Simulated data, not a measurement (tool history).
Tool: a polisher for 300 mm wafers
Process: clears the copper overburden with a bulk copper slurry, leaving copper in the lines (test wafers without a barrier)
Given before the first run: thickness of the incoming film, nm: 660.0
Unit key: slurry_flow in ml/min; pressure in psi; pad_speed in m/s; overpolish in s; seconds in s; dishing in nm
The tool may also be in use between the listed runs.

run 1 hour=0.0 | slurry_flow=120 pressure=2.5 pad_speed=1.26 slurry_solids=1.0 overpolish=23 | seconds=76.368 dishing=72.170
run 2 hour=6.5 | slurry_flow=120 pressure=2.3 pad_speed=1.24 slurry_solids=1.0 overpolish=26 | seconds=83.050 dishing=73.806
run 3 hour=8.9 | slurry_flow=120 pressure=2.8 pad_speed=1.24 slurry_solids=1.0 overpolish=26 | seconds=69.199 dishing=81.722
run 4 hour=10.9 | slurry_flow=120 pressure=2.6 pad_speed=1.22 slurry_solids=1.0 overpolish=28 | seconds=74.239 dishing=80.862
run 5 hour=13.9 | slurry_flow=120 pressure=2.6 pad_speed=1.22 slurry_solids=1.0 overpolish=19 | seconds=73.883 dishing=66.680
run 6 hour=16.5 | slurry_flow=120 pressure=2.4 pad_speed=1.22 slurry_solids=1.0 overpolish=22 | seconds=81.161 dishing=69.936
run 7 hour=23.8 | slurry_flow=120 pressure=2.2 pad_speed=1.22 slurry_solids=1.0 overpolish=24 | seconds=88.770 dishing=70.897
run 8 hour=27.0 | slurry_flow=120 pressure=2.1 pad_speed=1.22 slurry_solids=1.0 overpolish=25 | seconds=91.123 dishing=69.504
run 9 hour=29.6 | slurry_flow=120 pressure=2.0 pad_speed=1.22 slurry_solids=1.0 overpolish=27 | seconds=96.053 dishing=69.641
run 10 hour=33.0 | slurry_flow=110 pressure=1.3 pad_speed=1.16 slurry_solids=1.0 overpolish=38 | seconds=153.620 dishing=60.464
run 11 hour=40.8 | slurry_flow=115 pressure=1.3 pad_speed=1.16 slurry_solids=1.0 overpolish=39 | seconds=149.380 dishing=61.477

What will run 12 give?
run 12 hour=46.6 | slurry_flow=120 pressure=1.4 pad_speed=1.14 slurry_solids=1.0 overpolish=40 | seconds=? dishing=?

seconds: 143.010 s
dishing: 63.644 nm

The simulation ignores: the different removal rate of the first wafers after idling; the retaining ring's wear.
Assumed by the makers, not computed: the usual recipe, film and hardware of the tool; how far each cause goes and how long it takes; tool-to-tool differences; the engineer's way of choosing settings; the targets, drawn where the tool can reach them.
